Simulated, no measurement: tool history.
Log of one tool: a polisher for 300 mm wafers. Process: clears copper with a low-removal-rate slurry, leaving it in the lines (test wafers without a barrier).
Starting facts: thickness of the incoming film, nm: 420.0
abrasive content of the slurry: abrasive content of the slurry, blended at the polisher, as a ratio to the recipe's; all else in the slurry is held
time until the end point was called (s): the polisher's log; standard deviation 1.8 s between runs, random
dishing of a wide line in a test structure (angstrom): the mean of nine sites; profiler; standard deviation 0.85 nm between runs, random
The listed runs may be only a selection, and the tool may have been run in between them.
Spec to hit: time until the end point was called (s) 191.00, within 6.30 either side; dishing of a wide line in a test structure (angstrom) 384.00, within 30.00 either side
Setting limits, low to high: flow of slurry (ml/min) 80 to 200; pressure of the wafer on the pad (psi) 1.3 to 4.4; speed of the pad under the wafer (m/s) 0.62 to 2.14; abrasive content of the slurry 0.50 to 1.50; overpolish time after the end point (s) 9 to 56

| run | hour | flow of slurry (ml/min) | pressure of the wafer on the pad (psi) | speed of the pad under the wafer (m/s) | abrasive content of the slurry | overpolish time after the end point (s) | time until the end point was called (s) | dishing of a wide line in a test structure (angstrom) |
|---|---|---|---|---|---|---|---|---|
| 1 | 0.0 | 130 | 2.8 | 1.38 | 1.00 | 29 | 120.04 | 477.74 |
| 2 | 8.8 | 125 | 2.4 | 1.38 | 1.00 | 30 | 138.09 | 445.99 |
| 3 | 10.0 | 125 | 1.9 | 1.38 | 1.00 | 30 | 176.57 | 390.59 |
| 4 | 13.3 | 120 | 1.9 | 1.38 | 1.00 | 31 | 173.04 | 394.05 |
| 5 | 21.8 | 120 | 1.4 | 1.38 | 1.00 | 31 | 236.21 | 322.17 |
| 6 | 28.5 | 140 | 1.4 | 1.38 | 1.00 | 31 | 230.35 | 316.80 |
| 7 | 35.8 | 155 | 2.0 | 1.38 | 1.00 | 39 | 161.20 | 466.55 |
| 8 | 39.7 | 120 | 1.9 | 1.38 | 1.00 | 34 | 177.98 | 408.17 |
|  | 47.7 | head pressure recalibrated |
| 9 | 47.7 | 120 | 1.8 | 1.38 | 1.00 | 33 | 173.67 | 405.81 |
| 10 | 53.9 | 130 | 1.8 | 1.38 | 1.00 | 33 | 171.81 | 412.07 |
| 11 | 63.0 | 130 | 1.7 | 1.38 | 1.00 | 33 | 182.99 | 386.00 |

Below are 5 possible settings for the next run. Only one of them brings all results inside the allowed miss of their targets. Which is it?
| A | 72.1 | 165 | 1.5 | 1.44 | 0.90 | 26 | ? | ? |
| B | 72.1 | 90 | 1.9 | 1.26 | 1.10 | 32 | ? | ? |
| C | 72.1 | 135 | 1.6 | 1.32 | 0.90 | 25 | ? | ? |
| D | 72.1 | 115 | 2.0 | 1.02 | 1.15 | 24 | ? | ? |
| E | 72.1 | 110 | 1.4 | 1.52 | 0.95 | 29 | ? | ? |

| move | time until the end point was called (s) | dishing of a wide line in a test structure (angstrom) |
|---|---|---|
| A | 188.82 | 338.34 |
| B | 190.09 | 390.52 |
| C | 200.65 | 319.69 |
| D | 204.89 | 312.62 |
| E | 205.91 | 340.45 |
A: corrects the largest miss of the last run, while another result sits out of spec
B: in spec on every target
C: takes the biggest miss from the last run beyond its target
D: takes the biggest miss from the last run beyond its target
E: takes the biggest miss from the last run beyond its target
B is the move that brings every result within its allowed miss.

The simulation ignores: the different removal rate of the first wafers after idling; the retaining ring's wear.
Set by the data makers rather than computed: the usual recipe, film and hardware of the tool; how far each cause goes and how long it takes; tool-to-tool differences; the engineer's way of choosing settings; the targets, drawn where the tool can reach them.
